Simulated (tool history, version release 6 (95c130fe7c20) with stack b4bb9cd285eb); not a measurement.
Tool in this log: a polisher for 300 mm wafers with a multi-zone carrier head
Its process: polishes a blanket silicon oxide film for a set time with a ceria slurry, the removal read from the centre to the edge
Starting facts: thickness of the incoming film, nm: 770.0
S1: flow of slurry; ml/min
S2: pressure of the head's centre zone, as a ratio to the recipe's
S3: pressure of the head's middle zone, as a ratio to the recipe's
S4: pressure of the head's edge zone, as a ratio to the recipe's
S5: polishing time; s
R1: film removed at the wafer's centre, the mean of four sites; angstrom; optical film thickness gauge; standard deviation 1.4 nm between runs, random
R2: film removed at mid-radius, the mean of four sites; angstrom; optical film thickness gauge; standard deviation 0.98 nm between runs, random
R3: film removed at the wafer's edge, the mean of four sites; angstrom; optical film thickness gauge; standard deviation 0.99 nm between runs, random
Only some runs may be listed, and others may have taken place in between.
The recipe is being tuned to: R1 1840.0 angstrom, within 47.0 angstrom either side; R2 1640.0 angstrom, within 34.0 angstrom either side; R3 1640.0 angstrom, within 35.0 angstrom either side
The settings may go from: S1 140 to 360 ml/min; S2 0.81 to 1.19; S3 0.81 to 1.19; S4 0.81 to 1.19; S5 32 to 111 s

{"run": 1, "hour": 0.0, "S1": 230, "S2": 1.0, "S3": 1.0, "S4": 1.0, "S5": 71, "R1": 1943.7, "R2": 1960.6, "R3": 1922.5}
{"run": 2, "hour": 3.6, "S1": 230, "S2": 1.0, "S3": 1.0, "S4": 1.0, "S5": 88, "R1": 2398.2, "R2": 2419.8, "R3": 2387.6}
{"run": 3, "hour": 12.5, "S1": 225, "S2": 1.01, "S3": 0.96, "S4": 0.95, "S5": 81, "R1": 2236.2, "R2": 2158.6, "R3": 2143.8}
{"run": 4, "hour": 14.2, "S1": 220, "S2": 1.01, "S3": 0.93, "S4": 0.91, "S5": 76, "R1": 2070.7, "R2": 1988.1, "R3": 1965.9}
{"run": 5, "hour": 21.9, "S1": 210, "S2": 1.02, "S3": 0.91, "S4": 0.88, "S5": 73, "R1": 1993.2, "R2": 1875.5, "R3": 1854.2}
{"run": 6, "hour": 27.6, "S1": 200, "S2": 1.03, "S3": 0.89, "S4": 0.86, "S5": 71, "R1": 1961.9, "R2": 1784.8, "R3": 1752.4}
{"run": 7, "hour": 30.6, "S1": 185, "S2": 1.02, "S3": 0.87, "S4": 0.85, "S5": 71, "R1": 1898.6, "R2": 1740.7, "R3": 1760.5}
{"run": 8, "hour": 34.6, "S1": 180, "S2": 1.03, "S3": 0.87, "S4": 0.84, "S5": 70, "R1": 1894.2, "R2": 1691.0, "R3": 1715.7}
{"run": 9, "hour": 38.6, "S1": 180, "S2": 1.03, "S3": 0.87, "S4": 0.84, "S5": 70, "R1": 1895.6, "R2": 1717.7, "R3": 1712.1}
{"run": 10, "hour": 44.5, "S1": 155, "S2": 1.03, "S3": 0.85, "S4": 0.81, "S5": 68, "R1": 1780.5, "R2": 1607.2, "R3": 1612.0}

Below are 4 possible settings for the next run. Only one of them brings all results inside the allowed miss of their targets. Which is it?
{"run": "A", "hour": 50.4, "S1": 190, "S2": 1.08, "S3": 0.82, "S4": 0.84, "S5": 66, "R1": "?", "R2": "?", "R3": "?"}
{"run": "B", "hour": 50.4, "S1": 220, "S2": 1.04, "S3": 0.85, "S4": 0.83, "S5": 66, "R1": "?", "R2": "?", "R3": "?"}
{"run": "C", "hour": 50.4, "S1": 180, "S2": 1.08, "S3": 0.85, "S4": 0.81, "S5": 68, "R1": "?", "R2": "?", "R3": "?"}
{"run": "D", "hour": 50.4, "S1": 160, "S2": 1.11, "S3": 0.86, "S4": 0.81, "S5": 65, "R1": "?", "R2": "?", "R3": "?"}

move=A R1=1881.4 R2=1571.6 R3=1615.5
move=B R1=1864.6 R2=1637.9 R3=1629.4
move=C R1=1922.3 R2=1642.8 R3=1628.3
move=D R1=1841.8 R2=1553.6 R3=1536.2
A: puts the biggest miss on target and leaves a different result outside tolerance
B: hits every target within its allowed miss
C: carries the result that was furthest off beyond its target, to the other side
D: puts the biggest miss on target and leaves a different result outside tolerance
Answer: B

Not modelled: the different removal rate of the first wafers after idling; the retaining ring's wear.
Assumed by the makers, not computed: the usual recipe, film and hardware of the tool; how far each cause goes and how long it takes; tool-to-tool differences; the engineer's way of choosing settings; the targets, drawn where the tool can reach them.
